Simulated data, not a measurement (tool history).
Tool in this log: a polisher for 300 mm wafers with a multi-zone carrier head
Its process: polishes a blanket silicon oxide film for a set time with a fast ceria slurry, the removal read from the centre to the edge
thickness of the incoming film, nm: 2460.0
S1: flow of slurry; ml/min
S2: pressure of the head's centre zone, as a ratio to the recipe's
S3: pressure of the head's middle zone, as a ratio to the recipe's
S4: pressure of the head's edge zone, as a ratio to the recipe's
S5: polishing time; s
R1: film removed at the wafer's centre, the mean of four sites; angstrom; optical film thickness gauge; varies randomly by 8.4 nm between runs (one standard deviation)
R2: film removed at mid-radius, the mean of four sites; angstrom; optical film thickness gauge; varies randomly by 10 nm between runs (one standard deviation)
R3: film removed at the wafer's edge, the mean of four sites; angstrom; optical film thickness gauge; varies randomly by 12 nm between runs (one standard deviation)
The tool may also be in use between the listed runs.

run 1 hour=0.0 | S1=200 S2=1.00 S3=1.00 S4=1.00 S5=37 | R1=6945.5 R2=7030.4 R3=6974.9
run 2 hour=7.2 | S1=200 S2=0.94 S3=1.00 S4=1.00 S5=37 | R1=6616.4 R2=6964.5 R3=7042.0
run 3 hour=10.5 | S1=210 S2=0.98 S3=0.99 S4=1.03 S5=38 | R1=7072.6 R2=7278.2 R3=7245.8
run 4 hour=15.2 | S1=210 S2=1.00 S3=0.97 S4=1.04 S5=40 | R1=7648.4 R2=7493.5 R3=7717.4
run 5 hour=20.4 | S1=210 S2=1.00 S3=0.97 S4=1.10 S5=40 | R1=7657.8 R2=7523.9 R3=8003.3
run 6 hour=24.2 | S1=185 S2=1.00 S3=0.97 S4=1.10 S5=40 | R1=7350.6 R2=7332.8 R3=7718.4
run 7 hour=29.5 | S1=205 S2=1.02 S3=0.97 S4=1.10 S5=40 | R1=7764.7 R2=7465.7 R3=7835.7
run 8 hour=35.8 | S1=220 S2=1.03 S3=0.97 S4=1.11 S5=40 | R1=7824.5 R2=7451.6 R3=8026.6
run 9 hour=43.9 | S1=230 S2=1.05 S3=0.98 S4=1.11 S5=40 | R1=7902.0 R2=7615.1 R3=8120.0
run 10 hour=52.6 | S1=235 S2=1.07 S3=0.98 S4=1.10 S5=40 | R1=7995.3 R2=7688.3 R3=7816.9
run 11 hour=57.7 | S1=240 S2=1.08 S3=0.97 S4=1.11 S5=40 | R1=8316.6 R2=7721.2 R3=8048.4

Forecast run 12:
run 12 hour=59.9 | S1=245 S2=1.08 S3=0.97 S4=1.11 S5=40 | R1=? R2=? R3=?

Run 12 gave R1 8311.2 angstrom, R2 7538.7 angstrom, R3 8082.9 angstrom.

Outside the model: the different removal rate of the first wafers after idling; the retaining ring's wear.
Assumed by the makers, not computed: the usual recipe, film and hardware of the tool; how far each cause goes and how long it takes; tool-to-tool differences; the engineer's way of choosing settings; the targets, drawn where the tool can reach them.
